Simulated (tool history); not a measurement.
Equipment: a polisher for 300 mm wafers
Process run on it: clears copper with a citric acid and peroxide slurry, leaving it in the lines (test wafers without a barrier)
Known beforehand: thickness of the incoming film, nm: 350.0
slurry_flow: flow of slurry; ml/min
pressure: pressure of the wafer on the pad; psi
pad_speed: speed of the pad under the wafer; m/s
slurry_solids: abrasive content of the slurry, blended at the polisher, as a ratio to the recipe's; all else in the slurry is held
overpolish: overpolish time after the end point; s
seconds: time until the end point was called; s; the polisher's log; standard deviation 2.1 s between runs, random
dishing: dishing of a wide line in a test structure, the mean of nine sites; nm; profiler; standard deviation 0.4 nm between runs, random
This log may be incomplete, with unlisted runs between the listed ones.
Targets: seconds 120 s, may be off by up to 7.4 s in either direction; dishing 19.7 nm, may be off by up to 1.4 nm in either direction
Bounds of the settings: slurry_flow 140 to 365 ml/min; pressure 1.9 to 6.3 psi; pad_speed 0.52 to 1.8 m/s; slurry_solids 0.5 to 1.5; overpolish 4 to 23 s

run  hour  slurry_flow  pressure  pad_speed  slurry_solids  overpolish  seconds  dishing
  1     0          235       4.1       1.16              1          12   107.89   24.951
  2   4.1          235         4       1.16              1          11   109.53   24.563
  3   7.7          235         4       1.16              1           8    108.7   17.869
  4  13.3          235         4       1.16              1           4   104.25    9.437
  5  21.4          235         4       0.94              1           4   132.43   8.0447
  6  28.3          235       4.1       0.96              1           6   125.21   12.232
  7  35.6          235       4.3       0.92              1           7   124.33   14.397
  8  43.6          235       4.4        0.9              1           7   123.79   13.522
  9  46.8          235       4.5        0.9              1           8   126.26   15.918
 10  51.1          235       4.6        0.9              1           8   121.19    15.95
 11    60          235       4.7        0.9              1           8      115    16.62
 12  68.9          235       4.7       0.88              1           9   115.63   18.065

Which single option among these 4 for the next run brings every result within its allowed miss of target? Just one does.
  A  77.8          275       4.3       0.94           0.95          10        ?        ?
  B  77.8          250         5       0.88           0.95           8        ?        ?
  C  77.8          210       5.1       0.92              1           7        ?        ?
  D  77.8          300         5       0.92           1.05          10        ?        ?

move  seconds  dishing
   A   123.49   19.086
   B   114.88   16.772
   C   109.43   15.564
   D   106.16   21.728
A: every result within its allowed miss
B: its largest miss is bigger than the last run's
C: its largest miss is bigger than the last run's
D: carries the result that was furthest off beyond its target, to the other side
The move that meets every target is A.
